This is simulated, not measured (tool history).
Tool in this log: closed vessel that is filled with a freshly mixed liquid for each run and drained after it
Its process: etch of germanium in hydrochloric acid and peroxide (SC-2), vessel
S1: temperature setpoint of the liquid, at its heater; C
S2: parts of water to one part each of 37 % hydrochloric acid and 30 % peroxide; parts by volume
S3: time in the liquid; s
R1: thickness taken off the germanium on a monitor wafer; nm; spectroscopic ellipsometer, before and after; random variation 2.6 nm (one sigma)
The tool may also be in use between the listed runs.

| run | hour | S1 | S2 | S3 | R1 |
|---|---|---|---|---|---|
| 1 | 0 | 65 | 12 | 85 | 537.76 |
| 2 | 6.8 | 58 | 12 | 85 | 439.02 |
| 3 | 7.8 | 60.5 | 12 | 85 | 472.52 |
| 4 | 12.7 | 60.5 | 15.5 | 85 | 452.58 |
| 5 | 16.1 | 63 | 15.5 | 85 | 485.79 |
| 6 | 21.4 | 63 | 17 | 85 | 477.96 |
| 7 | 27.2 | 64.5 | 16.5 | 85 | 499.44 |
| 8 | 30 | 66 | 16 | 85 | 529.63 |
| 9 | 36.5 | 67 | 16 | 85 | 545.69 |
| 10 | 40.6 | 67 | 16 | 85 | 539.16 |
| 11 | 42.1 | 68 | 15.5 | 85 | 561.08 |

Run 12 has not been measured yet. What should we expect?
| 12 | 44.7 | 68.5 | 15 | 85 | ? |

{"run 12": {"R1": 570.68}}
